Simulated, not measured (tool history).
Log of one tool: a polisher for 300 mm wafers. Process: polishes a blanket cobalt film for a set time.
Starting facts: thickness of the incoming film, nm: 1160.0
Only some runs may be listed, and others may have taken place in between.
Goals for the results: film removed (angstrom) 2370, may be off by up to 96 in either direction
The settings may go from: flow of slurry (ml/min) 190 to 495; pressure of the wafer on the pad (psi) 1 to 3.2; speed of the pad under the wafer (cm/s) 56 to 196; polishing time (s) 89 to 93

run,hour,flow of slurry (ml/min),pressure of the wafer on the pad (psi),speed of the pad under the wafer (cm/s),polishing time (s),film removed (angstrom)
1,0,320,2.1,126,89,5736.1
2,3.4,320,2.4,126,89,6387
3,11.6,320,2.4,126,93,6786.4
4,18.9,320,2.4,126,89,6287
5,25.8,360,2.4,126,89,6395.8
6,32.9,360,2.2,118,89,5707
# hour 38.9: slurry nozzle cleaned
7,38.9,350,2,110,89,4875.4
8,47.3,350,1.9,104,89,4440.2
9,48.7,350,1.8,100,89,3977.1
10,57.4,345,1.7,98,89,3703.2
11,63.4,340,1.6,96,89,3383.5
12,64.4,330,1.5,96,89,3190.4
13,68,320,1.4,96,89,3026.6
14,75.3,310,1.4,96,89,2969.4
15,81.3,300,1.4,96,89,2984.1
16,87.9,295,1.4,96,89,2966.3
17,89,290,1.4,96,89,2976.9
18,96.1,285,1.3,96,89,2751.8
19,99.4,280,1.3,96,89,2758.9

Consider the 5 candidate settings below. Which is the only one whose results all fall within their allowed miss of target?
A,102.7,285,1.3,88,90,?
B,102.7,290,1.3,110,93,?
C,102.7,315,1.5,96,93,?
D,102.7,340,1.4,72,93,?
E,102.7,490,1.2,104,89,?

move,film removed (angstrom)
A,2554.4
B,3277.4
C,3322.7
D,2379.4
E,2868.1
A: an improvement on the last run, though not all results are within tolerance
B: misses by more than the last run did
C: misses by more than the last run did
D: meets every target
E: misses by more than the last run did
Answer: D
